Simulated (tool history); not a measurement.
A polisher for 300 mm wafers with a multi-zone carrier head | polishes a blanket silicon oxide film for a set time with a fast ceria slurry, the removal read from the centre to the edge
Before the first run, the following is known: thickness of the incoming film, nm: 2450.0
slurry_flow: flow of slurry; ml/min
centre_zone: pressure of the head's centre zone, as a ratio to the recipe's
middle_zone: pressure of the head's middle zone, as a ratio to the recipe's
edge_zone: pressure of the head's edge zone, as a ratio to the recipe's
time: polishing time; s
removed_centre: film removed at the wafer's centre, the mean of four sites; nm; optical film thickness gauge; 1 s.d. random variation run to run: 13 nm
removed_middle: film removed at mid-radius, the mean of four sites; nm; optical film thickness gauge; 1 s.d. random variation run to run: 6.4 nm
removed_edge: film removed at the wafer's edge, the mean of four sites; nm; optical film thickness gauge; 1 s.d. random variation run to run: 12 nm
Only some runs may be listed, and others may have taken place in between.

run 1 hour=0.0 | slurry_flow=190 centre_zone=1.00 middle_zone=1.00 edge_zone=1.00 time=80 | removed_centre=721.18 removed_middle=711.66 removed_edge=744.40
run 2 hour=1.1 | slurry_flow=160 centre_zone=1.00 middle_zone=1.00 edge_zone=1.00 time=80 | removed_centre=708.63 removed_middle=700.63 removed_edge=750.15
run 3 hour=9.6 | slurry_flow=155 centre_zone=1.05 middle_zone=1.04 edge_zone=1.03 time=85 | removed_centre=779.64 removed_middle=759.11 removed_edge=799.74
run 4 hour=16.0 | slurry_flow=160 centre_zone=1.08 middle_zone=1.06 edge_zone=1.06 time=89 | removed_centre=858.49 removed_middle=830.44 removed_edge=861.50
run 5 hour=17.1 | slurry_flow=160 centre_zone=1.08 middle_zone=1.06 edge_zone=0.99 time=89 | removed_centre=856.97 removed_middle=816.85 removed_edge=824.62
run 6 hour=23.8 | slurry_flow=205 centre_zone=1.08 middle_zone=1.06 edge_zone=0.99 time=89 | removed_centre=892.64 removed_middle=861.98 removed_edge=840.65
run 7 hour=25.0 | slurry_flow=215 centre_zone=1.10 middle_zone=1.06 edge_zone=1.04 time=90 | removed_centre=914.67 removed_middle=869.68 removed_edge=883.48
-- hour=28.7 edge zone pressure recalibrated
run 8 hour=28.7 | slurry_flow=225 centre_zone=1.12 middle_zone=1.07 edge_zone=1.06 time=91 | removed_centre=962.91 removed_middle=895.22 removed_edge=860.94

Estimate the outcome of run 9 from the log above:
run 9 hour=32.8 | slurry_flow=215 centre_zone=1.11 middle_zone=1.06 edge_zone=1.07 time=94 | removed_centre=? removed_middle=? removed_edge=?

Run 9 yielded removed_centre 973.86 nm, removed_middle 909.35 nm, removed_edge 882.54 nm.
